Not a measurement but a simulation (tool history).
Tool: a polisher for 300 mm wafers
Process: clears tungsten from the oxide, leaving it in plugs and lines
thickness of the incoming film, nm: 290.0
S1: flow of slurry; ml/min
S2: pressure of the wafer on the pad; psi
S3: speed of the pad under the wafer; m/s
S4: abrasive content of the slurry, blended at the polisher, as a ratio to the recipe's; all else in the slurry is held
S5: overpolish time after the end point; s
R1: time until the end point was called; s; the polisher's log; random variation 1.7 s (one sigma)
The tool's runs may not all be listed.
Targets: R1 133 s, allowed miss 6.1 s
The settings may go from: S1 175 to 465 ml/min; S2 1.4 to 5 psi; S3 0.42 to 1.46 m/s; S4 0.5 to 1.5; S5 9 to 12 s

Run 1, day 0: S1 295 ml/min, S2 3.2 psi, S3 0.94 m/s, S4 1, S5 12 s. Result: R1 115.62 s.
Run 2, day 0.358: S1 295 ml/min, S2 3.2 psi, S3 0.94 m/s, S4 1, S5 12 s. Result: R1 115.16 s.
Run 3, day 0.646: S1 295 ml/min, S2 3.1 psi, S3 0.94 m/s, S4 1, S5 12 s. Result: R1 118.13 s.
Run 4, day 0.721: S1 295 ml/min, S2 3.1 psi, S3 0.94 m/s, S4 1, S5 9 s. Result: R1 116.26 s.
Run 5, day 1.004: S1 295 ml/min, S2 3.6 psi, S3 0.94 m/s, S4 1, S5 9 s. Result: R1 101.74 s.
Run 6, day 1.329: S1 295 ml/min, S2 3.5 psi, S3 0.94 m/s, S4 1, S5 9 s. Result: R1 103.63 s.
At day 1.379: slurry tank refilled with fresh slurry and peroxide.
Run 7, day 1.379: S1 295 ml/min, S2 3.5 psi, S3 0.94 m/s, S4 1, S5 9 s. Result: R1 84.757 s.
Run 8, day 1.575: S1 295 ml/min, S2 3.4 psi, S3 0.94 m/s, S4 1, S5 9 s. Result: R1 87.386 s.
Run 9, day 1.596: S1 295 ml/min, S2 3.3 psi, S3 0.94 m/s, S4 1, S5 9 s. Result: R1 89.803 s.
Run 10, day 1.925: S1 295 ml/min, S2 3 psi, S3 0.92 m/s, S4 1, S5 9 s. Result: R1 101.28 s.
Run 11, day 1.983: S1 295 ml/min, S2 2.8 psi, S3 0.88 m/s, S4 1, S5 9 s. Result: R1 112.53 s.
Run 12, day 2.142: S1 295 ml/min, S2 2.7 psi, S3 0.88 m/s, S4 1, S5 9 s. Result: R1 115.69 s.
Run 13, day 2.512: S1 295 ml/min, S2 2.6 psi, S3 0.88 m/s, S4 1, S5 9 s. Result: R1 121.9 s.
Run 14, day 2.817: S1 295 ml/min, S2 2.5 psi, S3 0.88 m/s, S4 1, S5 9 s. Result: R1 125.97 s.

4 next moves are on the table. One of them brings every result within its allowed miss. Which?
Run A, day 3.121: S1 290 ml/min, S2 2.9 psi, S3 0.92 m/s, S4 0.8, S5 9 s. Result: R1 ?.
Run B, day 3.121: S1 225 ml/min, S2 2.6 psi, S3 0.86 m/s, S4 0.9, S5 12 s. Result: R1 ?.
Run C, day 3.121: S1 335 ml/min, S2 1.9 psi, S3 1.24 m/s, S4 0.95, S5 9 s. Result: R1 ?.
Run D, day 3.121: S1 265 ml/min, S2 2.5 psi, S3 0.9 m/s, S4 1.25, S5 12 s. Result: R1 ?.

move      R1
   A  109.73
   B  128.47
   C  114.61
   D  112.64
A: further off than the last run
B: meets every target
C: further off than the last run
D: further off than the last run
Answer: B
